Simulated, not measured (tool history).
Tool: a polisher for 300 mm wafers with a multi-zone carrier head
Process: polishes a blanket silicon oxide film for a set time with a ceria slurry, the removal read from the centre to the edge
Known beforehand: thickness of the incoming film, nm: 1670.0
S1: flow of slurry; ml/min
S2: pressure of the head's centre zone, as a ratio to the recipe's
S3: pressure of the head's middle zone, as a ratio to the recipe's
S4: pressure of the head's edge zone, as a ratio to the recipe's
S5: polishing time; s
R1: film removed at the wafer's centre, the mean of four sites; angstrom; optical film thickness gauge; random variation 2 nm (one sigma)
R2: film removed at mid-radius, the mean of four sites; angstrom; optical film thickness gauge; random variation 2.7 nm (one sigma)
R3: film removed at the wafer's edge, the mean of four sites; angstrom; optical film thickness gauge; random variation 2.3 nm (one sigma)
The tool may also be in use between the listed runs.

run	hour	S1	S2	S3	S4	S5	R1	R2	R3
1	0.0	270	1.00	1.00	1.00	32	1610.6	1479.4	1551.8
2	4.6	280	1.04	1.03	1.02	33	1710.8	1595.2	1637.0
3	6.6	280	0.97	1.03	1.02	33	1602.0	1642.7	1678.1
4	12.3	280	0.97	1.03	1.06	33	1594.3	1645.3	1679.0
5	14.1	280	0.97	0.94	1.06	33	1589.4	1517.0	1669.1
6	21.0	290	1.01	0.97	1.05	34	1723.6	1633.0	1717.6
7	21.6	300	1.04	0.98	1.05	35	1814.9	1683.6	1791.0
8	25.7	305	1.07	1.00	1.03	36	1948.3	1684.3	1780.6
9	26.8	310	1.09	1.03	1.04	37	2015.0	1831.4	1821.0

Expected results for the next run?
10	33.6	315	1.11	1.03	1.04	38	?	?	?

Run 10 gave R1 2133.2 angstrom, R2 1880.6 angstrom, R3 1928.3 angstrom.
